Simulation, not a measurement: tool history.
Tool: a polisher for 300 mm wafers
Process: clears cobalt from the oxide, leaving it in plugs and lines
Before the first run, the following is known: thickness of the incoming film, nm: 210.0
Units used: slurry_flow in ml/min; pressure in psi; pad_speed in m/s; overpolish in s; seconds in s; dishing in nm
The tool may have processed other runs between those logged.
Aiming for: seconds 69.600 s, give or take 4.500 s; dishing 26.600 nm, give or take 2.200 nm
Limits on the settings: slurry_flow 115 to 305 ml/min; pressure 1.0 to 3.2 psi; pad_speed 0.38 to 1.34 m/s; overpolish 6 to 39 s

{"run": 1, "hour": 0.0, "slurry_flow": 195, "pressure": 2.1, "pad_speed": 0.86, "overpolish": 20, "seconds": 50.747, "dishing": 37.975}
{"run": 2, "hour": 7.7, "slurry_flow": 215, "pressure": 2.1, "pad_speed": 0.86, "overpolish": 20, "seconds": 50.902, "dishing": 37.093}
{"run": 3, "hour": 11.5, "slurry_flow": 225, "pressure": 2.0, "pad_speed": 0.86, "overpolish": 18, "seconds": 53.472, "dishing": 35.969}
{"run": 4, "hour": 14.2, "slurry_flow": 225, "pressure": 2.0, "pad_speed": 1.06, "overpolish": 18, "seconds": 43.126, "dishing": 38.284}
{"run": 5, "hour": 18.1, "slurry_flow": 235, "pressure": 1.9, "pad_speed": 1.04, "overpolish": 16, "seconds": 44.364, "dishing": 37.485}
{"run": 6, "hour": 26.4, "slurry_flow": 245, "pressure": 1.9, "pad_speed": 0.98, "overpolish": 15, "seconds": 47.262, "dishing": 35.058}
{"run": 7, "hour": 32.0, "slurry_flow": 250, "pressure": 1.8, "pad_speed": 0.96, "overpolish": 14, "seconds": 50.596, "dishing": 33.232}
{"run": 8, "hour": 34.8, "slurry_flow": 250, "pressure": 1.7, "pad_speed": 0.96, "overpolish": 13, "seconds": 55.678, "dishing": 30.722}
{"run": 9, "hour": 39.9, "slurry_flow": 245, "pressure": 1.5, "pad_speed": 0.96, "overpolish": 12, "seconds": 58.98, "dishing": 27.894}
{"run": 10, "hour": 43.8, "slurry_flow": 245, "pressure": 1.5, "pad_speed": 0.96, "overpolish": 13, "seconds": 61.407, "dishing": 29.859}

Below are 5 possible settings for the next run. Only one of them brings all results inside the allowed miss of their targets. Which is it?
{"run": "A", "hour": 47.7, "slurry_flow": 215, "pressure": 1.5, "pad_speed": 0.96, "overpolish": 23, "seconds": "?", "dishing": "?"}
{"run": "B", "hour": 47.7, "slurry_flow": 295, "pressure": 1.7, "pad_speed": 0.98, "overpolish": 11, "seconds": "?", "dishing": "?"}
{"run": "C", "hour": 47.7, "slurry_flow": 225, "pressure": 1.3, "pad_speed": 0.96, "overpolish": 13, "seconds": "?", "dishing": "?"}
{"run": "D", "hour": 47.7, "slurry_flow": 230, "pressure": 1.6, "pad_speed": 0.9, "overpolish": 18, "seconds": "?", "dishing": "?"}
{"run": "E", "hour": 47.7, "slurry_flow": 225, "pressure": 1.5, "pad_speed": 0.84, "overpolish": 17, "seconds": "?", "dishing": "?"}

move=A seconds=62.281 dishing=36.734
move=B seconds=52.425 dishing=29.454
move=C seconds=71.042 dishing=27.486
move=D seconds=61.864 dishing=34.023
move=E seconds=70.543 dishing=31.550
A: further off than the last run
B: further off than the last run
C: meets every target
D: further off than the last run
E: gets the furthest-off result to its target, but another result is out of tolerance
C meets every target.

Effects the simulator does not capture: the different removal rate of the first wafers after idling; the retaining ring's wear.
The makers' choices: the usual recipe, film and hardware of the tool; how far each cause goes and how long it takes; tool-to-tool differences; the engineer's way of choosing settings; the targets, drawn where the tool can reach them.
